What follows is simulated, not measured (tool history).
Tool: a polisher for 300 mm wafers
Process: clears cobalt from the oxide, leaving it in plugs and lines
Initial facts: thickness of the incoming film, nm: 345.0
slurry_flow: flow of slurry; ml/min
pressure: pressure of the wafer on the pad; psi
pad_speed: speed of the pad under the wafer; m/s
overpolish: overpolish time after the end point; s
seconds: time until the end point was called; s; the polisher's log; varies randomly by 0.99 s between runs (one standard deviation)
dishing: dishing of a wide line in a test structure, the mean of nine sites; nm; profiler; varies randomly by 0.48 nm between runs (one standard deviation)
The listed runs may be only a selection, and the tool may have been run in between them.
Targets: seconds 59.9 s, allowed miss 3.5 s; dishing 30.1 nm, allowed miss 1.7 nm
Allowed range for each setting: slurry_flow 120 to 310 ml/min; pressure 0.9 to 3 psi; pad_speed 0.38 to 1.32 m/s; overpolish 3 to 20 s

| run | hour | slurry_flow | pressure | pad_speed | overpolish | seconds | dishing |
|---|---|---|---|---|---|---|---|
| 1 | 0 | 200 | 1.9 | 0.84 | 10 | 92.023 | 20.909 |
| 2 | 3.3 | 200 | 1.9 | 0.66 | 10 | 116.98 | 18.602 |
| 3 | 7.5 | 220 | 1.9 | 0.66 | 10 | 114.82 | 18.583 |
| 4 | 10.8 | 220 | 1.9 | 0.66 | 8 | 112.95 | 16.061 |
| 5 | 13.5 | 220 | 2.2 | 0.7 | 9 | 97.392 | 19.373 |
| 6 | 17.9 | 220 | 2.4 | 0.76 | 10 | 79.791 | 22.413 |
| 7 | 18.9 | 220 | 2.6 | 0.78 | 11 | 75.27 | 24.071 |
| 8 | 24.9 | 220 | 2.7 | 0.8 | 12 | 70.749 | 25.706 |
| 9 | 29.4 | 220 | 2.8 | 0.82 | 13 | 69.868 | 27.298 |
| 10 | 35.5 | 220 | 2.9 | 0.84 | 13 | 65.216 | 28.228 |
| 11 | 38.5 | 220 | 2.9 | 0.84 | 13 | 63.345 | 28.449 |
| 12 | 44.4 | 220 | 3 | 0.86 | 13 | 60.454 | 27.836 |
| 13 | 47.8 | 220 | 3 | 0.86 | 13 | 61.09 | 28.555 |
| 14 | 50.2 | 220 | 3 | 0.86 | 13 | 59.292 | 28.31 |

Exactly one of the 5 candidate moves below puts every result within its allowed miss. Which one?
| A | 52.6 | 190 | 3 | 0.9 | 9 | ? | ? |
| B | 52.6 | 220 | 3 | 0.84 | 11 | ? | ? |
| C | 52.6 | 220 | 3 | 0.98 | 8 | ? | ? |
| D | 52.6 | 260 | 2.9 | 0.8 | 11 | ? | ? |
| E | 52.6 | 205 | 3 | 0.9 | 16 | ? | ? |

| move | seconds | dishing |
|---|---|---|
| A | 59.491 | 25.25 |
| B | 61.766 | 26.942 |
| C | 54.186 | 24.973 |
| D | 65.032 | 26.445 |
| E | 58.831 | 30.256 |
A: lands further from the targets than the last run did
B: lands further from the targets than the last run did
C: lands further from the targets than the last run did
D: lands further from the targets than the last run did
E: in spec on every target
E is the move that brings every result within its allowed miss.

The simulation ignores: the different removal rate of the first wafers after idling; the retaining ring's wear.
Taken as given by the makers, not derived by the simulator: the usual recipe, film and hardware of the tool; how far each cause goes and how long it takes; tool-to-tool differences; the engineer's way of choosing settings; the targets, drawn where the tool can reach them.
